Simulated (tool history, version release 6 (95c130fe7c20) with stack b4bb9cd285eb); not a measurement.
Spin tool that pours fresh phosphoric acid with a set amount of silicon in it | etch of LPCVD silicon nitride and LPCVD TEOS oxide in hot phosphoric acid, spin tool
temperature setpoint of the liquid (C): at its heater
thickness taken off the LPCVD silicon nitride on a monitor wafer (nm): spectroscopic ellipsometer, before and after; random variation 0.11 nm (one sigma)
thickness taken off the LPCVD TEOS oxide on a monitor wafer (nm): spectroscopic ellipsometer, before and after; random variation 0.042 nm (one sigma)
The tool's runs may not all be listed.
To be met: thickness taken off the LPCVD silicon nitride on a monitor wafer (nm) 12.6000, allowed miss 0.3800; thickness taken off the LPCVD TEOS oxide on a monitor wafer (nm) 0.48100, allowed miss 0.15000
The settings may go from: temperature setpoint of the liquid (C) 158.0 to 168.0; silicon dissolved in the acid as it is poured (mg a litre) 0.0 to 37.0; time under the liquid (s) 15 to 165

run,day,temperature setpoint of the liquid (C),silicon dissolved in the acid as it is poured (mg a litre),time under the liquid (s),thickness taken off the LPCVD silicon nitride on a monitor wafer (nm),thickness taken off the LPCVD TEOS oxide on a monitor wafer (nm)
1,0.000,163.0,16.0,85,8.8696,0.25353
2,0.279,162.0,16.0,85,8.5881,0.27263
3,0.450,162.0,16.0,60,6.0639,0.17659
4,0.500,162.0,16.0,90,9.1206,0.26753
5,0.750,163.0,14.0,90,9.4525,0.29044
6,0.871,163.5,12.0,90,9.4879,0.34200
7,1.242,164.0,12.0,95,10.1890,0.38111
8,1.283,164.5,12.5,95,10.5130,0.41094
9,1.462,165.0,13.5,95,10.6400,0.41437
10,1.517,165.0,13.5,95,10.5520,0.36288
11,1.742,165.5,13.0,95,10.7710,0.47583
12,2.029,165.5,14.5,95,10.8970,0.33349
13,2.312,166.0,14.0,95,10.9510,0.34426
14,2.525,166.0,13.5,95,11.0610,0.33987
15,2.704,166.0,12.5,95,10.9590,0.38199
16,3.012,166.0,12.0,95,10.9450,0.44659
17,3.042,167.0,12.5,100,11.8050,0.48671
18,3.092,167.0,13.0,100,11.8120,0.45131

Which of these 4 next moves meets every target?
A,3.142,168.0,16.0,90,?,?
B,3.142,168.0,5.0,85,?,?
C,3.142,167.0,14.5,105,?,?
D,3.142,168.0,12.0,95,?,?

move,thickness taken off the LPCVD silicon nitride on a monitor wafer (nm),thickness taken off the LPCVD TEOS oxide on a monitor wafer (nm)
A,10.9830,0.45466
B,10.3730,0.55051
C,12.4040,0.51278
D,11.5930,0.52914
A: further off than the last run
B: further off than the last run
C: meets every target
D: further off than the last run
The right move is C.

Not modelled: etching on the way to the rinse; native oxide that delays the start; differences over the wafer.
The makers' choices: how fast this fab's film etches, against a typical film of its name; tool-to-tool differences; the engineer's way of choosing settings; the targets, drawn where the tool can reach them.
